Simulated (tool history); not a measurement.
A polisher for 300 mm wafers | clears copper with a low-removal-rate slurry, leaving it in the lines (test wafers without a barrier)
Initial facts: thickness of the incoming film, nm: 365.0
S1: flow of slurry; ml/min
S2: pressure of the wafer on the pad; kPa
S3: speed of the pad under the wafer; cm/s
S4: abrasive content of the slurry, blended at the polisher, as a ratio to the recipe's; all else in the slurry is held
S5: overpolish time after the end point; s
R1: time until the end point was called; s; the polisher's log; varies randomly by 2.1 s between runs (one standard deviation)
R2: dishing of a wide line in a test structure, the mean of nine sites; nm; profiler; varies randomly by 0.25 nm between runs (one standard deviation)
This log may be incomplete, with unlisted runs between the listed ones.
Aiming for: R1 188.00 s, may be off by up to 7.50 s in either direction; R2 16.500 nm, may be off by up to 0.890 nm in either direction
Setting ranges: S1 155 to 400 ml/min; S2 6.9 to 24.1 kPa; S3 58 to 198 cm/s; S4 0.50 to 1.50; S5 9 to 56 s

| run | hour | S1 | S2 | S3 | S4 | S5 | R1 | R2 |
|---|---|---|---|---|---|---|---|---|
| 1 | 0.0 | 255 | 15.2 | 128 | 1.00 | 29 | 137.22 | 32.698 |
| 2 | 8.7 | 255 | 11.7 | 128 | 1.00 | 29 | 174.07 | 29.345 |
| 3 | 13.1 | 255 | 11.7 | 150 | 1.00 | 29 | 155.42 | 30.703 |
| 4 | 18.9 | 255 | 11.0 | 154 | 1.00 | 26 | 162.25 | 28.861 |
|  | 24.4 | slurry blender recalibrated |
| 5 | 24.4 | 255 | 11.0 | 154 | 0.90 | 26 | 156.48 | 28.832 |
| 6 | 25.4 | 255 | 13.8 | 154 | 0.90 | 26 | 130.59 | 33.008 |
| 7 | 28.5 | 260 | 9.7 | 162 | 0.95 | 12 | 174.41 | 16.532 |
| 8 | 30.7 | 260 | 9.7 | 162 | 0.95 | 12 | 172.50 | 16.193 |

Which of these 4 next moves meets every target?
| A | 32.9 | 240 | 10.3 | 162 | 0.90 | 12 | ? | ? |
| B | 32.9 | 200 | 10.3 | 132 | 1.10 | 13 | ? | ? |
| C | 32.9 | 280 | 9.7 | 172 | 1.00 | 12 | ? | ? |
| D | 32.9 | 265 | 9.7 | 118 | 1.00 | 16 | ? | ? |

| move | R1 | R2 |
|---|---|---|
| A | 167.58 | 17.118 |
| B | 189.78 | 16.546 |
| C | 164.68 | 17.293 |
| D | 215.99 | 17.508 |
A: moves away from the targets compared with the last run
B: every result within its allowed miss
C: moves away from the targets compared with the last run
D: the result that was furthest off in the last run now lies on the other side of its target
So the answer is move B, the one that meets all the targets.

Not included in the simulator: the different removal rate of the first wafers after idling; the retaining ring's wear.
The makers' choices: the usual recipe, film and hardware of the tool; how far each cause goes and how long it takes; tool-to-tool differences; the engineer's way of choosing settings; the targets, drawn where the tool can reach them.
